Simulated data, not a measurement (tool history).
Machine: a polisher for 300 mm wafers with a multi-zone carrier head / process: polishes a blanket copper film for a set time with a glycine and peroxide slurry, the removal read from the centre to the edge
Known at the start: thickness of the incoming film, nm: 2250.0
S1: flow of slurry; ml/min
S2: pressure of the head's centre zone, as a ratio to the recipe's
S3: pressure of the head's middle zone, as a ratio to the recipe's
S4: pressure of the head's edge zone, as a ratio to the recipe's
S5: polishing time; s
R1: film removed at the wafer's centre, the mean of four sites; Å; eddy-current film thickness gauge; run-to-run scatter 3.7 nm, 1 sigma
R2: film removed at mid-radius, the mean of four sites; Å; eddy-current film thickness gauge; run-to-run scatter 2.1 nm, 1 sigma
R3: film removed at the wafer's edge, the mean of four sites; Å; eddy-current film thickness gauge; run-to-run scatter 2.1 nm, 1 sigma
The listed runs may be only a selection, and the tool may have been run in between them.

{"run": 1, "hour": 0.0, "S1": 190, "S2": 1, "S3": 1, "S4": 1, "S5": 89, "R1": 3371.7, "R2": 3365.1, "R3": 3434.3}
{"run": 2, "hour": 8.4, "S1": 190, "S2": 1, "S3": 0.97, "S4": 1, "S5": 89, "R1": 3394.8, "R2": 3252.5, "R3": 3438.8}
{"run": 3, "hour": 14.4, "S1": 190, "S2": 1.05, "S3": 0.97, "S4": 1, "S5": 89, "R1": 3485.6, "R2": 3234, "R3": 3528.1}
{"run": 4, "hour": 17.5, "S1": 185, "S2": 1.02, "S3": 0.97, "S4": 0.98, "S5": 88, "R1": 3370.8, "R2": 3210, "R3": 3344.8}
{"run": 5, "hour": 22.7, "S1": 180, "S2": 1, "S3": 0.97, "S4": 0.97, "S5": 87, "R1": 3271.5, "R2": 3171.3, "R3": 3323}
{"run": 6, "hour": 30.7, "S1": 180, "S2": 1.04, "S3": 0.97, "S4": 0.97, "S5": 87, "R1": 3373.7, "R2": 3159.1, "R3": 3272.7}
{"run": 7, "hour": 36.0, "S1": 175, "S2": 1.02, "S3": 0.97, "S4": 0.95, "S5": 86, "R1": 3276.7, "R2": 3113.6, "R3": 3222}
{"run": 8, "hour": 43.6, "S1": 170, "S2": 1.01, "S3": 0.98, "S4": 0.94, "S5": 85, "R1": 3137.2, "R2": 3074.2, "R3": 3186}
{"run": 9, "hour": 48.7, "S1": 170, "S2": 1.01, "S3": 0.98, "S4": 0.94, "S5": 85, "R1": 3200.7, "R2": 3101.1, "R3": 3203.6}
{"run": 10, "hour": 50.8, "S1": 180, "S2": 1, "S3": 0.99, "S4": 0.93, "S5": 83, "R1": 3096.6, "R2": 3085.3, "R3": 3103.5}
{"run": 11, "hour": 58.5, "S1": 180, "S2": 1, "S3": 1, "S4": 0.92, "S5": 82, "R1": 3102.7, "R2": 3112.4, "R3": 3068.3}

Expected results for the next run?
{"run": 12, "hour": 67.5, "S1": 180, "S2": 0.99, "S3": 1.01, "S4": 0.91, "S5": 81, "R1": "?", "R2": "?", "R3": "?"}

{"run 12": {"R1": 3051.9, "R2": 3058.7, "R3": 2990.2}}
